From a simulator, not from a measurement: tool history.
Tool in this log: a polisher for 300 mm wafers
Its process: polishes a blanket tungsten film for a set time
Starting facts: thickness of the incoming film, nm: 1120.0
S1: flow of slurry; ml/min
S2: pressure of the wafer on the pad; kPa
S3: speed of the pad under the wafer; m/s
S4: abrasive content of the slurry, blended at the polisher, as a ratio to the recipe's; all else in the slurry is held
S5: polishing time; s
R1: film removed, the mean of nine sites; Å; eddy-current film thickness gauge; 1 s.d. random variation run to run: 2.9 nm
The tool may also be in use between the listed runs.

| run | hour | S1 | S2 | S3 | S4 | S5 | R1 |
|---|---|---|---|---|---|---|---|
| 1 | 0 | 225 | 19.3 | 1.12 | 1 | 36 | 1449.3 |
| 2 | 2 | 225 | 20.7 | 1.12 | 1 | 36 | 1553 |
| 3 | 10.3 | 225 | 20.7 | 0.88 | 1 | 36 | 1290.4 |
| 4 | 15.8 | 195 | 20.7 | 0.88 | 1 | 36 | 1252.9 |
| 5 | 18.1 | 195 | 22.8 | 0.88 | 1 | 36 | 1384.2 |
| 6 | 24.5 | 200 | 24.1 | 0.88 | 1 | 36 | 1491.8 |
| 7 | 31.1 | 200 | 25.5 | 0.88 | 1 | 36 | 1539.2 |
| 8 | 36 | 200 | 26.2 | 0.9 | 1 | 36 | 1639.6 |
| 9 | 39.3 | 200 | 26.9 | 0.92 | 1 | 36 | 1689 |
| 10 | 43 | 200 | 27.6 | 0.94 | 1 | 36 | 1765.7 |

Expected results for the next run?
| 11 | 47.3 | 200 | 28.3 | 0.96 | 1 | 36 | ? |

For run 11 the tool returned R1 1852.5 Å.
